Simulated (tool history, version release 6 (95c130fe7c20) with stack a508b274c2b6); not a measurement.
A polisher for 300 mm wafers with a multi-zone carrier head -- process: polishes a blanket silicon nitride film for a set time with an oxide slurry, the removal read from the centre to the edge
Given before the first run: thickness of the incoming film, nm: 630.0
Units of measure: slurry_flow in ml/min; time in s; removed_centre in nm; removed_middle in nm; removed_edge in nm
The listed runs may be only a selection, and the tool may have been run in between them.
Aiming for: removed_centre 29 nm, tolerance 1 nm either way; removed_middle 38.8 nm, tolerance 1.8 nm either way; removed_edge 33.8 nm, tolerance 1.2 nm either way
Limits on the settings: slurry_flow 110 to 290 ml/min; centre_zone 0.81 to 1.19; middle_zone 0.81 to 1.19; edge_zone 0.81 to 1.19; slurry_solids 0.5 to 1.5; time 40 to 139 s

Run 1, hour 0: slurry_flow 185 ml/min, centre_zone 1, middle_zone 1, edge_zone 1, slurry_solids 1, time 89 s. Result: removed_centre 38.855 nm, removed_middle 38.231 nm, removed_edge 38.546 nm.
Run 2, hour 3.8: slurry_flow 180 ml/min, centre_zone 0.96, middle_zone 1.02, edge_zone 0.98, slurry_solids 1, time 89 s. Result: removed_centre 36.954 nm, removed_middle 38.632 nm, removed_edge 38.391 nm.
Run 3, hour 6.8: slurry_flow 180 ml/min, centre_zone 1.02, middle_zone 1.02, edge_zone 0.98, slurry_solids 1, time 89 s. Result: removed_centre 38.851 nm, removed_middle 39.807 nm, removed_edge 38.463 nm.
Run 4, hour 11.4: slurry_flow 180 ml/min, centre_zone 1.02, middle_zone 0.98, edge_zone 0.98, slurry_solids 1, time 89 s. Result: removed_centre 39.254 nm, removed_middle 37.442 nm, removed_edge 37.612 nm.
Run 5, hour 18.4: slurry_flow 180 ml/min, centre_zone 1.05, middle_zone 0.98, edge_zone 0.98, slurry_solids 1, time 89 s. Result: removed_centre 40.729 nm, removed_middle 37.66 nm, removed_edge 37.905 nm.
Run 6, hour 24.4: slurry_flow 180 ml/min, centre_zone 1.05, middle_zone 0.92, edge_zone 0.98, slurry_solids 1, time 89 s. Result: removed_centre 39.818 nm, removed_middle 35.547 nm, removed_edge 38.132 nm.
Run 7, hour 25.3: slurry_flow 170 ml/min, centre_zone 1, middle_zone 0.96, edge_zone 0.96, slurry_solids 1, time 89 s. Result: removed_centre 36.834 nm, removed_middle 36.3 nm, removed_edge 37.331 nm.
Run 8, hour 33.7: slurry_flow 160 ml/min, centre_zone 0.98, middle_zone 0.98, edge_zone 0.94, slurry_solids 1, time 89 s. Result: removed_centre 36.196 nm, removed_middle 36.316 nm, removed_edge 36.753 nm.

Pick the move, out of 5, that brings all results within their allowed miss; only one does.
Run A, hour 42.1: slurry_flow 160 ml/min, centre_zone 0.9, middle_zone 0.98, edge_zone 0.97, slurry_solids 1.15, time 77 s. Result: removed_centre ?, removed_middle ?, removed_edge ?.
Run B, hour 42.1: slurry_flow 160 ml/min, centre_zone 1.17, middle_zone 1.02, edge_zone 0.93, slurry_solids 1.05, time 88 s. Result: removed_centre ?, removed_middle ?, removed_edge ?.
Run C, hour 42.1: slurry_flow 175 ml/min, centre_zone 1.19, middle_zone 1, edge_zone 0.89, slurry_solids 1.1, time 91 s. Result: removed_centre ?, removed_middle ?, removed_edge ?.
Run D, hour 42.1: slurry_flow 170 ml/min, centre_zone 0.88, middle_zone 1.19, edge_zone 1.03, slurry_solids 1, time 78 s. Result: removed_centre ?, removed_middle ?, removed_edge ?.
Run E, hour 42.1: slurry_flow 125 ml/min, centre_zone 0.84, middle_zone 1, edge_zone 0.98, slurry_solids 0.6, time 98 s. Result: removed_centre ?, removed_middle ?, removed_edge ?.

move  removed_centre  removed_middle  removed_edge
   A          29.761          32.337        33.601
   B          43.222          37.231        36.698
   C          46.814          38.916        38.084
   D           28.73          37.588        33.873
   E          28.168          33.595        34.937
A: brings the result that was furthest off to its target, and leaves another outside
B: lands further from the targets than the last run did
C: lands further from the targets than the last run did
D: each result inside its tolerance
E: brings the result that was furthest off to its target, and leaves another outside
D meets every target.

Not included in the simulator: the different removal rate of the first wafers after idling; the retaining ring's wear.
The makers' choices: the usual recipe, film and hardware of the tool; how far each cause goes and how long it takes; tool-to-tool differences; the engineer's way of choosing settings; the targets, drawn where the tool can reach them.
